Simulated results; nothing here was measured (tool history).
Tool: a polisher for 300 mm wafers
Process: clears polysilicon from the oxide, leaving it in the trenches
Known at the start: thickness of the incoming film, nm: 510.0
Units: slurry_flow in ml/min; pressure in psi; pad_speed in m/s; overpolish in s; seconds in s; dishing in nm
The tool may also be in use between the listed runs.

Run 1, hour 0: slurry_flow 185 ml/min, pressure 3.3 psi, pad_speed 1 m/s, overpolish 9 s. Result: seconds 31.703 s, dishing 45.577 nm.
Run 2, hour 5.3: slurry_flow 185 ml/min, pressure 3.1 psi, pad_speed 1 m/s, overpolish 10 s. Result: seconds 32.586 s, dishing 47.825 nm.
Run 3, hour 11.9: slurry_flow 215 ml/min, pressure 3.1 psi, pad_speed 1 m/s, overpolish 10 s. Result: seconds 32.537 s, dishing 49.321 nm.
Run 4, hour 20.4: slurry_flow 215 ml/min, pressure 2.9 psi, pad_speed 1 m/s, overpolish 10 s. Result: seconds 34.01 s, dishing 48.453 nm.
Run 5, hour 28.2: slurry_flow 215 ml/min, pressure 2.9 psi, pad_speed 1 m/s, overpolish 11 s. Result: seconds 34.818 s, dishing 46.709 nm.
Run 6, hour 36.4: slurry_flow 215 ml/min, pressure 3.7 psi, pad_speed 1 m/s, overpolish 11 s. Result: seconds 27.277 s, dishing 51.124 nm.
Run 7, hour 43.9: slurry_flow 215 ml/min, pressure 3.4 psi, pad_speed 1 m/s, overpolish 11 s. Result: seconds 30.068 s, dishing 48.686 nm.
Run 8, hour 45.5: slurry_flow 220 ml/min, pressure 3.2 psi, pad_speed 1 m/s, overpolish 11 s. Result: seconds 30.78 s, dishing 49.467 nm.
Run 9, hour 48.5: slurry_flow 220 ml/min, pressure 3 psi, pad_speed 1 m/s, overpolish 11 s. Result: seconds 33.498 s, dishing 46.881 nm.
Run 10, hour 55: slurry_flow 230 ml/min, pressure 2.9 psi, pad_speed 0.96 m/s, overpolish 10 s. Result: seconds 36.306 s, dishing 48.474 nm.
Run 11, hour 57: slurry_flow 230 ml/min, pressure 2.8 psi, pad_speed 0.96 m/s, overpolish 10 s. Result: seconds 37.754 s, dishing 48.898 nm.

The next listed run, before its measurement:
Run 12, hour 64.3: slurry_flow 230 ml/min, pressure 2.7 psi, pad_speed 0.96 m/s, overpolish 10 s. Result: seconds ?, dishing ?.

{"run 12": {"seconds": 39.46, "dishing": 47.958}}

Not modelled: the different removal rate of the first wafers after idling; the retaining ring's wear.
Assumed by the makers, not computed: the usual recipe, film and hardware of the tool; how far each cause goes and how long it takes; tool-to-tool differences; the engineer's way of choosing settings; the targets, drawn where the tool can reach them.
